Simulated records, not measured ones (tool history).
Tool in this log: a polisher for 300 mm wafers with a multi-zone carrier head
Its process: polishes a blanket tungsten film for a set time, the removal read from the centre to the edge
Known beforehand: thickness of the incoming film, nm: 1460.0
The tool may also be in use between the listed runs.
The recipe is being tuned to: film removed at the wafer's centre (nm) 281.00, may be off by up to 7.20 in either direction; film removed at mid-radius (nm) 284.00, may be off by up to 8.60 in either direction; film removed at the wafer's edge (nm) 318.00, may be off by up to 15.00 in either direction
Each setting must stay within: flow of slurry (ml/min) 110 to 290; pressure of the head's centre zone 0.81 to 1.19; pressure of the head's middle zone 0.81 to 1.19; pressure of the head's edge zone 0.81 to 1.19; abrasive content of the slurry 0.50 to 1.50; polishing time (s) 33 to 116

| run | hour | flow of slurry (ml/min) | pressure of the head's centre zone | pressure of the head's middle zone | pressure of the head's edge zone | abrasive content of the slurry | polishing time (s) | film removed at the wafer's centre (nm) | film removed at mid-radius (nm) | film removed at the wafer's edge (nm) |
|---|---|---|---|---|---|---|---|---|---|---|
| 1 | 0.0 | 185 | 1.00 | 1.00 | 1.00 | 1.00 | 74 | 515.54 | 514.53 | 510.97 |
| 2 | 5.6 | 185 | 1.00 | 1.00 | 1.09 | 1.00 | 74 | 518.52 | 508.03 | 527.89 |
| 3 | 13.8 | 185 | 1.00 | 1.08 | 1.09 | 1.00 | 74 | 521.39 | 539.84 | 546.21 |
| 4 | 18.1 | 155 | 1.00 | 1.08 | 1.09 | 1.00 | 74 | 499.74 | 524.19 | 525.36 |
| 5 | 23.8 | 155 | 0.94 | 1.08 | 1.09 | 1.00 | 74 | 461.42 | 524.77 | 518.94 |
| 6 | 29.0 | 150 | 0.93 | 1.04 | 1.09 | 0.90 | 71 | 422.31 | 471.83 | 476.85 |
| 7 | 34.3 | 120 | 0.87 | 0.94 | 1.02 | 0.65 | 53 | 246.74 | 269.75 | 301.01 |
| 8 | 40.7 | 130 | 0.88 | 0.94 | 1.02 | 0.65 | 53 | 254.85 | 276.57 | 295.78 |
| 9 | 44.5 | 130 | 0.88 | 0.94 | 1.02 | 0.65 | 53 | 256.00 | 272.13 | 307.47 |
| 10 | 47.6 | 135 | 0.88 | 0.94 | 1.02 | 0.65 | 53 | 256.48 | 278.99 | 296.67 |
| 11 | 53.4 | 135 | 0.89 | 0.94 | 1.03 | 0.65 | 53 | 258.80 | 274.93 | 310.29 |
| 12 | 54.3 | 140 | 0.89 | 0.94 | 1.03 | 0.65 | 53 | 265.45 | 280.88 | 305.27 |
| 13 | 60.9 | 140 | 0.89 | 0.94 | 1.04 | 0.65 | 53 | 263.74 | 277.51 | 305.85 |

Pick the move, out of 4, that brings all results within their allowed miss; only one does.
| A | 67.5 | 130 | 0.89 | 0.88 | 0.96 | 0.75 | 55 | ? | ? | ? |
| B | 67.5 | 120 | 0.96 | 0.90 | 1.10 | 0.70 | 53 | ? | ? | ? |
| C | 67.5 | 165 | 0.94 | 0.93 | 1.09 | 0.60 | 51 | ? | ? | ? |
| D | 67.5 | 190 | 0.99 | 1.03 | 1.00 | 0.70 | 47 | ? | ? | ? |

| move | film removed at the wafer's centre (nm) | film removed at mid-radius (nm) | film removed at the wafer's edge (nm) |
|---|---|---|---|
| A | 283.84 | 286.30 | 318.89 |
| B | 280.33 | 267.53 | 314.84 |
| C | 269.96 | 267.70 | 298.30 |
| D | 287.81 | 294.04 | 285.84 |
A: each result inside its tolerance
B: brings the result that was furthest off to its target, and leaves another outside
C: nearer the targets than the last run, but a result is still out of spec
D: brings the result that was furthest off to its target, and leaves another outside
So the answer is move A, the one that meets all the targets.
